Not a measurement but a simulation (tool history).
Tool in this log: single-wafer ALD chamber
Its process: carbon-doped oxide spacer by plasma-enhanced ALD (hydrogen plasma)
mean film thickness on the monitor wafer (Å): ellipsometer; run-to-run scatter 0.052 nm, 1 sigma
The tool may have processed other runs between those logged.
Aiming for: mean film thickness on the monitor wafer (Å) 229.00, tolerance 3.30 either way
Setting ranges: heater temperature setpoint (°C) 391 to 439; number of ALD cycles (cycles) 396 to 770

| run | day | heater temperature setpoint (°C) | number of ALD cycles (cycles) | mean film thickness on the monitor wafer (Å) |
|---|---|---|---|---|
| 1 | 0.000 | 415 | 583 | 291.36 |
| 2 | 0.338 | 417 | 570 | 283.37 |
| 3 | 0.704 | 410 | 570 | 289.53 |
| 4 | 0.775 | 419 | 570 | 281.59 |
| 5 | 1.108 | 421 | 559 | 276.09 |
| 6 | 1.175 | 422 | 548 | 270.01 |
| 7 | 1.254 | 423 | 538 | 262.88 |
| 8 | 1.617 | 424 | 531 | 258.53 |
|  | 1.667 | thermocouple changed; heater temperature recalibrated |
| 9 | 1.667 | 425 | 525 | 258.94 |
| 10 | 1.875 | 426 | 517 | 253.07 |
| 11 | 2.125 | 438 | 473 | 223.48 |
| 12 | 2.317 | 437 | 473 | 224.33 |

Of the 5 settings listed for the next run, only one would bring every result within its allowed miss of target. Which one?
| A | 2.508 | 432 | 455 | ? |
| B | 2.508 | 439 | 470 | ? |
| C | 2.508 | 431 | 474 | ? |
| D | 2.508 | 439 | 469 | ? |
| E | 2.508 | 437 | 458 | ? |

| move | mean film thickness on the monitor wafer (Å) |
|---|---|
| A | 219.44 |
| B | 222.07 |
| C | 229.26 |
| D | 221.60 |
| E | 217.68 |
A: its largest miss is bigger than the last run's
B: its largest miss is bigger than the last run's
C: meets every target
D: its largest miss is bigger than the last run's
E: its largest miss is bigger than the last run's
The right move is C.
